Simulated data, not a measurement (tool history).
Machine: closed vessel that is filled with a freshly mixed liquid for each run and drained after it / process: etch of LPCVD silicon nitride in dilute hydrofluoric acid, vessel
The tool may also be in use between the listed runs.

run  hour  temperature setpoint of the liquid (C)  parts of water to one part of 49 % hydrofluoric acid (parts by volume)  time in the liquid (s)  thickness taken off the LPCVD silicon nitride on a monitor wafer (Å)
  1     0                                      22                                                                     130                    2880                                                                94.714
  2   3.4                                    22.5                                                                     130                    2880                                                                97.771
  3  11.9                                    22.5                                                                      95                    2880                                                                135.06
  4    18                                    22.5                                                                      95                    3090                                                                143.63
  5  19.7                                    22.5                                                                      60                    3090                                                                224.47
  6    21                                      20                                                                      60                    3090                                                                188.17
  7  25.9                                    19.5                                                                      65                    3090                                                                168.96
  8  29.7                                    19.5                                                                      65                    3090                                                                167.86
  9  31.8                                      19                                                                      70                    3090                                                                151.55
 10  34.5                                    18.5                                                                      75                    3090                                                                137.92
 11  38.9                                      18                                                                      75                    3090                                                                133.97

Predict the results of run 12:
 12  46.5                                    17.5                                                                      85                    3090                                                                     ?

thickness taken off the LPCVD silicon nitride on a monitor wafer (Å): 112.83

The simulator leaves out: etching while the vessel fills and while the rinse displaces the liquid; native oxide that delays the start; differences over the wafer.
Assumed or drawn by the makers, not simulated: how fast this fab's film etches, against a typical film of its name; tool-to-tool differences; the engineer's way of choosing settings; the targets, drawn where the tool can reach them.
